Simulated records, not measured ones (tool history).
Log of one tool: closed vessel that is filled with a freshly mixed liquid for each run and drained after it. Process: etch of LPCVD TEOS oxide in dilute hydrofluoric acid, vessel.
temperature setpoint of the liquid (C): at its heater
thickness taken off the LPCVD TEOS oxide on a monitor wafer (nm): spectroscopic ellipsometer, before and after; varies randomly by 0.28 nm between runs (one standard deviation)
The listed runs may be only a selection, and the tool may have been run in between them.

run  hour  temperature setpoint of the liquid (C)  parts of water to one part of 49 % hydrofluoric acid (parts by volume)  time in the liquid (s)  thickness taken off the LPCVD TEOS oxide on a monitor wafer (nm)
  1     0                                      23                                                                     235                     770                                                             59.21
  2   7.1                                    21.5                                                                     250                     770                                                            52.106
  3   7.8                                    21.5                                                                     250                     770                                                            51.451
  4  12.9                                    21.5                                                                     250                     825                                                            55.626
  5  18.5                                    21.5                                                                     200                     825                                                            73.265
  6  21.5                                    20.5                                                                     230                     825                                                            58.154

For run 7, what comes out?
  7  26.8                                    19.5                                                                     245                     825                                                                 ?

thickness taken off the LPCVD TEOS oxide on a monitor wafer (nm): 52.594
